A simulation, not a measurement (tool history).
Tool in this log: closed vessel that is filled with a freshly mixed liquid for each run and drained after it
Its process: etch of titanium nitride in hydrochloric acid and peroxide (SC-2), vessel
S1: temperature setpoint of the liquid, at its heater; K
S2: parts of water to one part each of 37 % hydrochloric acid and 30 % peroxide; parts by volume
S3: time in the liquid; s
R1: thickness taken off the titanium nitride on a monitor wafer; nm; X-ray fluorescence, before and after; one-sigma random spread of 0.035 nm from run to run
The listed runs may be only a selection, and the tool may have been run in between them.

run	hour	S1	S2	S3	R1
1	0	323.15	8.5	145	6.6039
2	8.4	317.15	8.5	145	4.3802
3	12.2	322.65	8.5	145	6.3957
4	16.4	318.65	8.5	145	4.8499
5	23.2	322.15	8.5	145	6.1706
6	28.3	318.15	8.5	145	4.7151
7	32	317.65	8.5	145	4.6389

Run 8 has not been measured yet. What should we expect?
8	34.1	317.15	8.5	145	?

R1: 4.4363 nm

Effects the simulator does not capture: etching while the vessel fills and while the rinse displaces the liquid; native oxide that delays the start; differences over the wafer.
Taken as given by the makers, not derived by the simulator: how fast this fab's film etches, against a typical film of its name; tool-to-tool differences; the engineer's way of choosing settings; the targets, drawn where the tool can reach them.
